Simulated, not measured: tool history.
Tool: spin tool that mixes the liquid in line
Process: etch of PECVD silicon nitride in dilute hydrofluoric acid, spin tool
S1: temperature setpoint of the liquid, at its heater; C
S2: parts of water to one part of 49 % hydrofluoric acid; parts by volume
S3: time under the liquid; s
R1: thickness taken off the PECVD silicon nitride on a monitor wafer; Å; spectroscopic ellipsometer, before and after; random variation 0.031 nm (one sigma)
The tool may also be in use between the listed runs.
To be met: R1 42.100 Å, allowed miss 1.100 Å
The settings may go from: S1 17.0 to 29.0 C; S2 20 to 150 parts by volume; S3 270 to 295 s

| run | hour | S1 | S2 | S3 | R1 |
|---|---|---|---|---|---|
| 1 | 0.0 | 21.0 | 85 | 270 | 62.553 |
| 2 | 8.6 | 20.5 | 85 | 270 | 60.412 |
| 3 | 17.2 | 24.0 | 85 | 270 | 76.982 |
| 4 | 25.5 | 24.0 | 65 | 270 | 98.944 |
| 5 | 30.2 | 23.0 | 70 | 270 | 85.530 |
| 6 | 38.4 | 23.0 | 70 | 295 | 94.572 |
| 7 | 42.2 | 22.0 | 75 | 295 | 83.139 |
| 8 | 48.8 | 21.0 | 80 | 295 | 72.204 |

4 next moves are on the table. One of them brings every result within its allowed miss. Which?
| A | 55.4 | 17.5 | 105 | 270 | ? |
| B | 55.4 | 19.0 | 115 | 270 | ? |
| C | 55.4 | 29.0 | 65 | 295 | ? |
| D | 55.4 | 19.0 | 110 | 270 | ? |

| move | R1 |
|---|---|
| A | 40.096 |
| B | 40.697 |
| C | 151.390 |
| D | 42.496 |
A: takes the result that was furthest off past its target
B: takes the result that was furthest off past its target
C: further off than the last run
D: meets every target
Answer: D
